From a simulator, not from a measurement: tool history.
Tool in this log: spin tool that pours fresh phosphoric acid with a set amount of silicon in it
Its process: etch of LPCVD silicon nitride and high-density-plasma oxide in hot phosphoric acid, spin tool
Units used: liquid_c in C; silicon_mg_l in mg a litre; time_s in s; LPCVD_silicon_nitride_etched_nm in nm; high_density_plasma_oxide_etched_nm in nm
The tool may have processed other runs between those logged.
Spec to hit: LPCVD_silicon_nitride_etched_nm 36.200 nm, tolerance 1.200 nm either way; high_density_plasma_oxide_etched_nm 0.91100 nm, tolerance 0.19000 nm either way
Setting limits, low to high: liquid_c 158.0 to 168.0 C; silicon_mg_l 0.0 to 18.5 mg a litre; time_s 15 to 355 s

run,hour,liquid_c,silicon_mg_l,time_s,LPCVD_silicon_nitride_etched_nm,high_density_plasma_oxide_etched_nm
1,0.0,163.0,8.0,180,20.603,0.54307
2,3.8,163.0,8.0,215,24.538,0.66598
3,11.0,163.5,9.5,225,26.429,0.67767
4,13.1,164.0,10.0,235,27.725,0.80914
5,14.1,164.0,13.0,235,28.171,0.72108
6,22.7,162.5,13.0,235,26.347,0.67029
7,28.1,163.0,14.0,240,27.521,0.64897
8,34.9,163.0,14.0,240,27.478,0.65002
9,39.8,163.5,14.5,245,29.039,0.65612
10,45.6,164.0,14.0,250,30.166,0.74554
11,47.7,164.5,14.5,255,30.618,0.77647
12,56.5,164.5,14.5,260,31.622,0.64227
13,62.6,164.5,14.5,260,31.982,0.69289
14,71.4,165.0,13.5,260,31.853,0.79138
15,74.5,165.0,13.5,265,32.483,0.72182
16,81.6,165.0,12.5,270,32.718,0.83369
17,89.7,165.0,12.5,275,33.290,0.85158

Which one of the following 4 next-run settings gets every result inside its allowed miss? There is exactly one.
A,97.8,166.0,12.5,285,?,?
B,97.8,164.5,7.0,260,?,?
C,97.8,167.0,15.0,295,?,?
D,97.8,162.5,0.0,285,?,?

move,LPCVD_silicon_nitride_etched_nm,high_density_plasma_oxide_etched_nm
A,36.365,0.89398
B,31.583,0.82640
C,38.888,0.93586
D,32.406,0.89711
A: all results land within tolerance of their targets
B: its largest miss is bigger than the last run's
C: takes the result that was furthest off past its target
D: its largest miss is bigger than the last run's
Go with A: it meets all targets.

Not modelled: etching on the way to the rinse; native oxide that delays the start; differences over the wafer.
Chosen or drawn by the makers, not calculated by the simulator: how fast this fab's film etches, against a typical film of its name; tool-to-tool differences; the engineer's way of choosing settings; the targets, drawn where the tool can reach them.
